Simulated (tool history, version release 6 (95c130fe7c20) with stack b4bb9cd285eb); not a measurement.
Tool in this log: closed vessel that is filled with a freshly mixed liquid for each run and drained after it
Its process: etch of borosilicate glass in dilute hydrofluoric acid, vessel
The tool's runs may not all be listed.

run  hour  temperature setpoint of the liquid (°C)  parts of water to one part of 49 % hydrofluoric acid (parts by volume)  time in the liquid (s)  thickness taken off the borosilicate glass on a monitor wafer (nm)
  1   0.0                                     23.0                                                                      50                      30                                                              10.691
  2   8.3                                     23.0                                                                      50                      30                                                              10.648
  3   9.8                                     25.0                                                                      50                      30                                                              11.422
  4  12.3                                     26.5                                                                      50                      30                                                              12.158
  5  20.7                                     27.5                                                                      50                      30                                                              12.746
  6  22.0                                     27.5                                                                      30                      30                                                              21.686
  7  28.7                                     27.5                                                                      30                      30                                                              21.921
  8  30.2                                     25.0                                                                      30                      30                                                              19.610

Run 9, settings as shown, results not yet in. Your forecast:
  9  37.6                                     23.5                                                                      30                      30                                                                   ?

Run 9 gave thickness taken off the borosilicate glass on a monitor wafer (nm) 18.481.
